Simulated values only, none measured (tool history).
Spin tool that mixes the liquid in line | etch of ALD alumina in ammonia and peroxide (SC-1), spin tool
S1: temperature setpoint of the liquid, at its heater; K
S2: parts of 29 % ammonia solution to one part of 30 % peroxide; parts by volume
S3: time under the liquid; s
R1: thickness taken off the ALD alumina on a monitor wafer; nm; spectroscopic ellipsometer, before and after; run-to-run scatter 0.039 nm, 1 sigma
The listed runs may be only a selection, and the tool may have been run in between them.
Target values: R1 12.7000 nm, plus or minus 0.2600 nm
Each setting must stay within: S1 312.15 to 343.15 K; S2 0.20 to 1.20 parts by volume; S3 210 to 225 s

| run | hour | S1 | S2 | S3 | R1 |
|---|---|---|---|---|---|
| 1 | 0.0 | 328.15 | 0.70 | 210 | 9.3958 |
| 2 | 8.9 | 328.15 | 0.70 | 225 | 10.0460 |
| 3 | 13.3 | 334.65 | 0.70 | 225 | 14.1890 |
| 4 | 22.1 | 337.65 | 0.70 | 225 | 16.5440 |
| 5 | 25.9 | 336.65 | 0.70 | 225 | 15.6620 |
| 6 | 29.6 | 336.65 | 0.70 | 210 | 14.6000 |
| 7 | 30.8 | 336.15 | 0.70 | 210 | 14.2430 |
| 8 | 38.9 | 335.65 | 0.70 | 210 | 13.8580 |
| 9 | 45.9 | 335.15 | 0.70 | 210 | 13.5230 |
| 10 | 52.4 | 334.65 | 0.70 | 210 | 13.1830 |

Below are 4 possible settings for the next run. Only one of them brings all results inside the allowed miss of their targets. Which is it?
| A | 58.9 | 335.15 | 0.85 | 210 | ? |
| B | 58.9 | 333.65 | 0.85 | 210 | ? |
| C | 58.9 | 335.15 | 0.70 | 215 | ? |
| D | 58.9 | 335.15 | 0.40 | 225 | ? |

| move | R1 |
|---|---|
| A | 13.7720 |
| B | 12.7590 |
| C | 13.8430 |
| D | 13.7390 |
A: its largest miss is bigger than the last run's
B: hits every target within its allowed miss
C: its largest miss is bigger than the last run's
D: its largest miss is bigger than the last run's
B meets every target.

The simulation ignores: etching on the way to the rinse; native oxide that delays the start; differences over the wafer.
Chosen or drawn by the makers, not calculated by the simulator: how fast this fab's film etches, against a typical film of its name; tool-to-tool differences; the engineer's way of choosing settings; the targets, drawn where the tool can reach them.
